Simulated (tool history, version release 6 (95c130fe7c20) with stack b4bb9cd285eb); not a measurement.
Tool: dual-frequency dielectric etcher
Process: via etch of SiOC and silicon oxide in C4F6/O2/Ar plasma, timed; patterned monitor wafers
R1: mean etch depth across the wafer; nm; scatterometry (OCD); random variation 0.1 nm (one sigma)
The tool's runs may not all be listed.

{"run": 1, "day": 0.0, "source power (kW)": 0.28, "bias power (kW)": 0.146, "etch time (s)": 45.0, "R1": 40.29}
{"run": 2, "day": 0.362, "source power (kW)": 0.27, "bias power (kW)": 0.141, "etch time (s)": 44.5, "R1": 38.78}
{"run": 3, "day": 0.508, "source power (kW)": 0.3, "bias power (kW)": 0.141, "etch time (s)": 44.5, "R1": 40.713}
{"run": 4, "day": 0.846, "source power (kW)": 0.29, "bias power (kW)": 0.137, "etch time (s)": 44.5, "R1": 39.767}
{"run": 5, "day": 1.1, "source power (kW)": 0.28, "bias power (kW)": 0.134, "etch time (s)": 44.5, "R1": 38.64}
{"run": 6, "day": 1.333, "source power (kW)": 0.28, "bias power (kW)": 0.134, "etch time (s)": 41.5, "R1": 35.897}
{"run": 7, "day": 1.558, "source power (kW)": 0.27, "bias power (kW)": 0.133, "etch time (s)": 41.5, "R1": 35.388}

Forecast run 8:
{"run": 8, "day": 1.667, "source power (kW)": 0.26, "bias power (kW)": 0.132, "etch time (s)": 41.5, "R1": "?"}

{"run 8": {"R1": 34.693}}

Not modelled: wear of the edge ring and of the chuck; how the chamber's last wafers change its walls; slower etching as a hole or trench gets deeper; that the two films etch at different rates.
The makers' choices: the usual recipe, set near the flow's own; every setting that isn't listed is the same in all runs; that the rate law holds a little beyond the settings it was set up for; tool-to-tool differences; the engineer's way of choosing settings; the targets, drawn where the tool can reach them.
